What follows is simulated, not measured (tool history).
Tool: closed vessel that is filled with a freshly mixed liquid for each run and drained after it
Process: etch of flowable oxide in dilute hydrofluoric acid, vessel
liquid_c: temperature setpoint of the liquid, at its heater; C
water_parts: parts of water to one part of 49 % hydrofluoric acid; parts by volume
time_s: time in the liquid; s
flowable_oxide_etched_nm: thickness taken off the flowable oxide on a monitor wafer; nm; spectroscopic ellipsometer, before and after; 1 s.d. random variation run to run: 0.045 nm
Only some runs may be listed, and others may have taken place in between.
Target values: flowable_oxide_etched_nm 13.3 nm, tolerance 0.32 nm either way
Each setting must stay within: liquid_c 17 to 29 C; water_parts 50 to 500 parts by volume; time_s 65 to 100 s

run 1 hour=0 | liquid_c=21 water_parts=275 time_s=100 | flowable_oxide_etched_nm=23.342
run 2 hour=7.5 | liquid_c=19.5 water_parts=275 time_s=100 | flowable_oxide_etched_nm=22.01
run 3 hour=15.1 | liquid_c=19 water_parts=290 time_s=100 | flowable_oxide_etched_nm=20.184
run 4 hour=21.2 | liquid_c=19 water_parts=365 time_s=100 | flowable_oxide_etched_nm=15.127
run 5 hour=28.3 | liquid_c=18.5 water_parts=370 time_s=100 | flowable_oxide_etched_nm=14.659
run 6 hour=36.3 | liquid_c=18.5 water_parts=435 time_s=100 | flowable_oxide_etched_nm=11.916
run 7 hour=37.8 | liquid_c=19 water_parts=435 time_s=100 | flowable_oxide_etched_nm=12.07
run 8 hour=43.7 | liquid_c=19 water_parts=435 time_s=100 | flowable_oxide_etched_nm=12.019
run 9 hour=48.4 | liquid_c=19.5 water_parts=435 time_s=100 | flowable_oxide_etched_nm=12.317
run 10 hour=53.7 | liquid_c=20 water_parts=435 time_s=100 | flowable_oxide_etched_nm=12.436
run 11 hour=55.5 | liquid_c=20.5 water_parts=435 time_s=100 | flowable_oxide_etched_nm=12.734
run 12 hour=57.7 | liquid_c=21 water_parts=435 time_s=100 | flowable_oxide_etched_nm=12.898

Exactly one of the 5 candidate moves below puts every result within its allowed miss. Which one?
run A hour=59.9 | liquid_c=22.5 water_parts=420 time_s=100 | flowable_oxide_etched_nm=?
run B hour=59.9 | liquid_c=18 water_parts=405 time_s=100 | flowable_oxide_etched_nm=?
run C hour=59.9 | liquid_c=18 water_parts=375 time_s=100 | flowable_oxide_etched_nm=?
run D hour=59.9 | liquid_c=23 water_parts=445 time_s=100 | flowable_oxide_etched_nm=?
run E hour=59.9 | liquid_c=18.5 water_parts=420 time_s=100 | flowable_oxide_etched_nm=?

move=A flowable_oxide_etched_nm=14.198
move=B flowable_oxide_etched_nm=12.733
move=C flowable_oxide_etched_nm=14.067
move=D flowable_oxide_etched_nm=13.353
move=E flowable_oxide_etched_nm=12.361
A: the result that was furthest off in the last run now lies on the other side of its target
B: its largest miss is bigger than the last run's
C: the result that was furthest off in the last run now lies on the other side of its target
D: in spec on every target
E: its largest miss is bigger than the last run's
D is the move that brings every result within its allowed miss.

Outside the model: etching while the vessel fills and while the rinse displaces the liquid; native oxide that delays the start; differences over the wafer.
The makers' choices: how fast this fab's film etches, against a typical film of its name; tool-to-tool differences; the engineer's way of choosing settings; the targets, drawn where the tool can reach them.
